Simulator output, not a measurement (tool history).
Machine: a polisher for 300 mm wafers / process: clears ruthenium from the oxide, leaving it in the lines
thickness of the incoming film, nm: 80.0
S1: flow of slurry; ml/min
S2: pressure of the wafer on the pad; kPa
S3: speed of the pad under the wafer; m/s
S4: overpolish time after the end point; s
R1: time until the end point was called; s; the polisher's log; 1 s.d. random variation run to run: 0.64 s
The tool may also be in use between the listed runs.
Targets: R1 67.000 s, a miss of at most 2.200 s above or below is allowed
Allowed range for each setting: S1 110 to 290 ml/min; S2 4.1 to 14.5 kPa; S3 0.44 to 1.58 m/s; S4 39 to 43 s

Run 1, day 0.000: S1 185 ml/min, S2 9.0 kPa, S3 1.00 m/s, S4 39 s. Result: R1 96.448 s.
Run 2, day 0.354: S1 190 ml/min, S2 9.7 kPa, S3 1.00 m/s, S4 39 s. Result: R1 91.972 s.
Run 3, day 0.646: S1 215 ml/min, S2 9.7 kPa, S3 1.00 m/s, S4 39 s. Result: R1 90.288 s.
Run 4, day 0.692: S1 215 ml/min, S2 9.7 kPa, S3 1.00 m/s, S4 43 s. Result: R1 91.660 s.
Run 5, day 1.062: S1 215 ml/min, S2 10.3 kPa, S3 1.00 m/s, S4 43 s. Result: R1 84.988 s.
Run 6, day 1.312: S1 215 ml/min, S2 11.0 kPa, S3 1.00 m/s, S4 43 s. Result: R1 80.221 s.
Run 7, day 1.538: S1 215 ml/min, S2 11.7 kPa, S3 1.00 m/s, S4 43 s. Result: R1 76.300 s.
Run 8, day 1.596: S1 215 ml/min, S2 12.4 kPa, S3 1.00 m/s, S4 43 s. Result: R1 73.521 s.
Run 9, day 1.788: S1 220 ml/min, S2 13.1 kPa, S3 1.00 m/s, S4 43 s. Result: R1 70.060 s.

Next run, 4 choices. One meets every target within its allowed miss, the rest don't. Which?
Run A, day 1.979: S1 220 ml/min, S2 13.1 kPa, S3 0.94 m/s, S4 39 s. Result: R1 ?.
Run B, day 1.979: S1 245 ml/min, S2 11.7 kPa, S3 1.12 m/s, S4 39 s. Result: R1 ?.
Run C, day 1.979: S1 250 ml/min, S2 13.8 kPa, S3 1.04 m/s, S4 43 s. Result: R1 ?.
Run D, day 1.979: S1 190 ml/min, S2 13.1 kPa, S3 1.14 m/s, S4 39 s. Result: R1 ?.

move      R1
   A  73.853
   B  67.389
   C  63.177
   D  62.505
A: the biggest miss grows against the last run
B: all results in spec
C: moves the result that the last run missed by most past its target, out the other side
D: moves the result that the last run missed by most past its target, out the other side
B is the move that brings every result within its allowed miss.

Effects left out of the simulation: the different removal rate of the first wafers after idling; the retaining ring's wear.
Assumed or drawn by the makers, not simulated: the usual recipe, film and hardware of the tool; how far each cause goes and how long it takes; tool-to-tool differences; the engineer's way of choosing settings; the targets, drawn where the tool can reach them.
